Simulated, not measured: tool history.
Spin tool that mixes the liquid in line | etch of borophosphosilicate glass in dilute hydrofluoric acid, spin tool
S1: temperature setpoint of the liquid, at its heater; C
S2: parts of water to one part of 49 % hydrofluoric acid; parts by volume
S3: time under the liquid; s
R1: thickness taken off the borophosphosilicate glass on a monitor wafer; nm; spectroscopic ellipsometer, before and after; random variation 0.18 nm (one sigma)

run  hour    S1  S2  S3      R1
  1     0    22  55  45  28.591
  2     7    24  55  45  31.531
  3  12.8    24  55  45  30.865
  4  13.4    27  55  45  35.399
  5  18.6    27  55  45  35.664
  6  25.9    27  55  50  40.055
  7  28.6  25.5  55  50   37.24
  8  29.4    24  55  50  34.806
  9  32.1    23  55  50  33.016
 10  35.3    22  55  50  32.295
 11  42.2    21  55  50  30.965
 12    45  20.5  55  50  29.872
 13  50.7    20  55  50  29.478
 14  55.2  19.5  55  50  28.974
 15  58.1    19  55  50  28.385

Run 16 comes next. What will it give?
 16  63.8  18.5  55  50   ?

Run 16 gave R1 27.849 nm.
